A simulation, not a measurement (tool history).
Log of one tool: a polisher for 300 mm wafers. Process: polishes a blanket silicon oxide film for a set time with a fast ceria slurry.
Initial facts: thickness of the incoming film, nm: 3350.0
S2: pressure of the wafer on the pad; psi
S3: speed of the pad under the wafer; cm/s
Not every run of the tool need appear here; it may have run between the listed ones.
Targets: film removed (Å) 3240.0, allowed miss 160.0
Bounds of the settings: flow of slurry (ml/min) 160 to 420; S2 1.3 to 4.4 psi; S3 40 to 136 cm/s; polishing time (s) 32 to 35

{"run": 1, "hour": 0.0, "flow of slurry (ml/min)": 270, "S2": 2.8, "S3": 88, "polishing time (s)": 35, "film removed (Å)": 5076.1}
{"run": 2, "hour": 6.3, "flow of slurry (ml/min)": 270, "S2": 2.8, "S3": 76, "polishing time (s)": 35, "film removed (Å)": 4315.2}
{"run": 3, "hour": 8.2, "flow of slurry (ml/min)": 270, "S2": 2.8, "S3": 94, "polishing time (s)": 35, "film removed (Å)": 5293.6}
{"run": 4, "hour": 11.5, "flow of slurry (ml/min)": 270, "S2": 2.5, "S3": 94, "polishing time (s)": 35, "film removed (Å)": 4790.4}
{"run": 5, "hour": 16.1, "flow of slurry (ml/min)": 320, "S2": 2.5, "S3": 94, "polishing time (s)": 35, "film removed (Å)": 4852.5}
{"run": 6, "hour": 24.9, "flow of slurry (ml/min)": 320, "S2": 2.5, "S3": 76, "polishing time (s)": 35, "film removed (Å)": 3848.2}
{"run": 7, "hour": 30.8, "flow of slurry (ml/min)": 320, "S2": 2.4, "S3": 76, "polishing time (s)": 35, "film removed (Å)": 3806.3}
{"run": 8, "hour": 35.4, "flow of slurry (ml/min)": 320, "S2": 2.4, "S3": 76, "polishing time (s)": 35, "film removed (Å)": 3827.8}
{"run": 9, "hour": 37.6, "flow of slurry (ml/min)": 320, "S2": 2.3, "S3": 76, "polishing time (s)": 35, "film removed (Å)": 3686.7}
{"run": 10, "hour": 41.2, "flow of slurry (ml/min)": 320, "S2": 2.2, "S3": 76, "polishing time (s)": 35, "film removed (Å)": 3491.2}

Consider the 4 candidate settings below. Which is the only one whose results all fall within their allowed miss of target?
{"run": "A", "hour": 44.8, "flow of slurry (ml/min)": 240, "S2": 2.1, "S3": 78, "polishing time (s)": 34, "film removed (Å)": "?"}
{"run": "B", "hour": 44.8, "flow of slurry (ml/min)": 285, "S2": 2.4, "S3": 72, "polishing time (s)": 35, "film removed (Å)": "?"}
{"run": "C", "hour": 44.8, "flow of slurry (ml/min)": 345, "S2": 1.8, "S3": 100, "polishing time (s)": 35, "film removed (Å)": "?"}
{"run": "D", "hour": 44.8, "flow of slurry (ml/min)": 295, "S2": 3.0, "S3": 70, "polishing time (s)": 33, "film removed (Å)": "?"}

move=A film_removed_(Å)=3272.0
move=B film_removed_(Å)=3597.7
move=C film_removed_(Å)=3806.8
move=D film_removed_(Å)=4109.2
A: every result within its allowed miss
B: misses by more than the last run did
C: misses by more than the last run did
D: misses by more than the last run did
The move that meets every target is A.

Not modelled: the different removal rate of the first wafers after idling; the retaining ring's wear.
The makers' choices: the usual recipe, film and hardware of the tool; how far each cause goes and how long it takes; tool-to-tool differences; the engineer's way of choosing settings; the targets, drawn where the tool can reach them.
